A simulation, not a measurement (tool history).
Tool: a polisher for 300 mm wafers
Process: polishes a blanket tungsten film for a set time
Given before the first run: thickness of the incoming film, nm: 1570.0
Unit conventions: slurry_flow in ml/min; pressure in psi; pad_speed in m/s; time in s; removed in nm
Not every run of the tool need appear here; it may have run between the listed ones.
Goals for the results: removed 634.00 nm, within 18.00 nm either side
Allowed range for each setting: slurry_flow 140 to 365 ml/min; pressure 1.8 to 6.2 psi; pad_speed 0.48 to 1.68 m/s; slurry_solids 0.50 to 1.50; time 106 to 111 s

| run | hour | slurry_flow | pressure | pad_speed | slurry_solids | time | removed |
|---|---|---|---|---|---|---|---|
| 1 | 0.0 | 235 | 4.0 | 1.08 | 1.00 | 106 | 513.59 |
| 2 | 2.4 | 240 | 4.2 | 1.08 | 1.00 | 106 | 540.26 |
| 3 | 10.9 | 245 | 4.4 | 1.08 | 1.00 | 106 | 572.16 |
| 4 | 14.8 | 250 | 4.5 | 1.08 | 1.00 | 106 | 578.06 |
| 5 | 18.1 | 250 | 4.1 | 1.08 | 1.00 | 106 | 525.67 |
| 6 | 25.1 | 250 | 4.3 | 1.08 | 1.00 | 106 | 561.56 |
| 7 | 25.8 | 265 | 4.4 | 1.08 | 1.00 | 106 | 574.17 |
| 8 | 27.1 | 265 | 4.5 | 1.08 | 1.00 | 106 | 590.25 |
| 9 | 35.1 | 270 | 4.6 | 1.08 | 1.00 | 106 | 601.47 |
| 10 | 43.0 | 270 | 4.7 | 1.08 | 1.00 | 106 | 614.07 |

Which single option among these 5 for the next run brings every result within its allowed miss of target? Just one does.
| A | 50.9 | 260 | 4.5 | 1.14 | 0.95 | 109 | ? |
| B | 50.9 | 320 | 4.6 | 1.02 | 1.00 | 109 | ? |
| C | 50.9 | 265 | 3.6 | 1.30 | 1.10 | 106 | ? |
| D | 50.9 | 330 | 3.6 | 1.26 | 0.90 | 110 | ? |
| E | 50.9 | 290 | 3.8 | 1.26 | 1.10 | 107 | ? |

| move | removed |
|---|---|
| A | 616.67 |
| B | 587.02 |
| C | 558.35 |
| D | 553.07 |
| E | 582.03 |
A: hits every target within its allowed miss
B: misses by more than the last run did
C: misses by more than the last run did
D: misses by more than the last run did
E: misses by more than the last run did
The right move is A.
